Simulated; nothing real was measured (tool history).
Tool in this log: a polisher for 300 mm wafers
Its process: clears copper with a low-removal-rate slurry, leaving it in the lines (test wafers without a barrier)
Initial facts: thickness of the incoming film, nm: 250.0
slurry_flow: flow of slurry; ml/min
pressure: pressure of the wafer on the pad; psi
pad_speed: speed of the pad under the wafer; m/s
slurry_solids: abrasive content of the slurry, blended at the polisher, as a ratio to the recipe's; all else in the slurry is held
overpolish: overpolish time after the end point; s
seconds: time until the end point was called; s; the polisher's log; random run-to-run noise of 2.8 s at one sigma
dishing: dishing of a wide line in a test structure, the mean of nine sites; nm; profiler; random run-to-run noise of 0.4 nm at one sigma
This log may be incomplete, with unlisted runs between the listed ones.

{"run": 1, "hour": 0.0, "slurry_flow": 250, "pressure": 2.4, "pad_speed": 0.86, "slurry_solids": 1.0, "overpolish": 22, "seconds": 144.08, "dishing": 24.915}
{"run": 2, "hour": 1.4, "slurry_flow": 250, "pressure": 2.4, "pad_speed": 0.86, "slurry_solids": 1.0, "overpolish": 31, "seconds": 146.03, "dishing": 31.546}
{"run": 3, "hour": 4.6, "slurry_flow": 250, "pressure": 2.3, "pad_speed": 0.86, "slurry_solids": 1.0, "overpolish": 32, "seconds": 156.74, "dishing": 31.417}
{"run": 4, "hour": 6.6, "slurry_flow": 250, "pressure": 2.3, "pad_speed": 0.86, "slurry_solids": 0.9, "overpolish": 32, "seconds": 154.3, "dishing": 31.443}
{"run": 5, "hour": 8.7, "slurry_flow": 250, "pressure": 2.7, "pad_speed": 0.86, "slurry_solids": 0.9, "overpolish": 32, "seconds": 131.09, "dishing": 33.54}
{"run": 6, "hour": 16.2, "slurry_flow": 250, "pressure": 2.7, "pad_speed": 0.86, "slurry_solids": 0.9, "overpolish": 40, "seconds": 132.98, "dishing": 39.528}
{"run": 7, "hour": 20.6, "slurry_flow": 250, "pressure": 2.6, "pad_speed": 0.86, "slurry_solids": 0.9, "overpolish": 39, "seconds": 140.02, "dishing": 38.145}

Forecast run 8:
{"run": 8, "hour": 22.9, "slurry_flow": 250, "pressure": 2.5, "pad_speed": 0.86, "slurry_solids": 0.9, "overpolish": 38, "seconds": "?", "dishing": "?"}

seconds: 146.14 s
dishing: 36.503 nm
